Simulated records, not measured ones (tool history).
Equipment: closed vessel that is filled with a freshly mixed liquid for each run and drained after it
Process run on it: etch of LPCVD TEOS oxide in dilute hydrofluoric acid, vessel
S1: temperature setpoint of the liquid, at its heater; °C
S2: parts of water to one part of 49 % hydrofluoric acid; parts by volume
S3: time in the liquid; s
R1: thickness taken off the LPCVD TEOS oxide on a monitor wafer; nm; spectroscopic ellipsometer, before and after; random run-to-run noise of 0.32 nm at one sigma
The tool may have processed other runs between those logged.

run,hour,S1,S2,S3,R1
1,0,23,275,160,17.871
2,0.9,23,275,170,18.933
3,6.1,25.5,250,170,23.385
4,11,25.5,200,170,30.795
5,20.1,25.5,155,170,42.544
6,23.2,25.5,100,170,69.947
7,25.4,25.5,130,170,51.477
8,28.8,25.5,150,170,43.366

Run 9 comes next. What will it give?
9,30.5,25.5,160,170,?

Run 9 measured R1 40.689 nm.

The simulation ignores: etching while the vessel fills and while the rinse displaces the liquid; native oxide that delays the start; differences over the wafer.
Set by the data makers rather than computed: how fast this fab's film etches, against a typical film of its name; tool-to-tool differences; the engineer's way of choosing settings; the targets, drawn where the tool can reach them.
